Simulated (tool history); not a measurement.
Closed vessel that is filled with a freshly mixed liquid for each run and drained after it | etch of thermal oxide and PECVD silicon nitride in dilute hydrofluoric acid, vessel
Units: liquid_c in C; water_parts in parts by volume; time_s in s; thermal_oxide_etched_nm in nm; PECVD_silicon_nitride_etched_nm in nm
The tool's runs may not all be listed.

run	hour	liquid_c	water_parts	time_s	thermal_oxide_etched_nm	PECVD_silicon_nitride_etched_nm
1	0.0	20.0	155	375	9.0428	6.1862
2	0.9	20.0	155	295	7.0813	4.8679
3	9.4	20.0	155	145	3.5508	2.3568
4	10.0	21.0	150	155	4.0878	2.7992
5	15.6	22.0	145	165	4.6857	3.3351
6	19.2	23.5	145	165	4.9602	3.6375

Forecast run 7:
7	22.0	24.0	140	170	?	?

thermal_oxide_etched_nm: 5.5026 nm
PECVD_silicon_nitride_etched_nm: 4.0810 nm
